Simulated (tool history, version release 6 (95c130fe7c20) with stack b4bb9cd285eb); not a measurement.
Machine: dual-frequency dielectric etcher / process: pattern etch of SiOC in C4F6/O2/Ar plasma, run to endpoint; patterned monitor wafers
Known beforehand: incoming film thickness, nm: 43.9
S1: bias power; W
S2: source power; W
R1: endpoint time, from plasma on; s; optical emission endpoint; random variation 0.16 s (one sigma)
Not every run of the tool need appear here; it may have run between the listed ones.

{"run": 1, "hour": 0.0, "S1": 461, "S2": 410, "R1": 15.797}
{"run": 2, "hour": 4.4, "S1": 496, "S2": 410, "R1": 15.146}
{"run": 3, "hour": 9.8, "S1": 474, "S2": 400, "R1": 15.849}
{"run": 4, "hour": 15.5, "S1": 474, "S2": 340, "R1": 17.414}
{"run": 5, "hour": 23.8, "S1": 462, "S2": 340, "R1": 17.706}
{"run": 6, "hour": 24.4, "S1": 462, "S2": 400, "R1": 16.199}
{"run": 7, "hour": 31.3, "S1": 446, "S2": 400, "R1": 16.366}
{"run": 8, "hour": 40.2, "S1": 430, "S2": 400, "R1": 16.791}
{"run": 9, "hour": 47.6, "S1": 417, "S2": 400, "R1": 17.231}
{"run": 10, "hour": 56.2, "S1": 407, "S2": 400, "R1": 17.211}
{"run": 11, "hour": 58.7, "S1": 396, "S2": 400, "R1": 17.29}
{"run": 12, "hour": 62.7, "S1": 304, "S2": 320, "R1": 23.173}
{"run": 13, "hour": 64.3, "S1": 315, "S2": 320, "R1": 22.763}
{"run": 14, "hour": 67.7, "S1": 325, "S2": 320, "R1": 22.426}
{"run": 15, "hour": 73.7, "S1": 334, "S2": 320, "R1": 22.08}
{"run": 16, "hour": 81.5, "S1": 342, "S2": 320, "R1": 21.94}
{"run": 17, "hour": 84.8, "S1": 349, "S2": 320, "R1": 21.191}
{"run": 18, "hour": 93.6, "S1": 354, "S2": 320, "R1": 21.549}

Forecast run 19:
{"run": 19, "hour": 97.5, "S1": 360, "S2": 320, "R1": "?"}

R1: 20.896 s

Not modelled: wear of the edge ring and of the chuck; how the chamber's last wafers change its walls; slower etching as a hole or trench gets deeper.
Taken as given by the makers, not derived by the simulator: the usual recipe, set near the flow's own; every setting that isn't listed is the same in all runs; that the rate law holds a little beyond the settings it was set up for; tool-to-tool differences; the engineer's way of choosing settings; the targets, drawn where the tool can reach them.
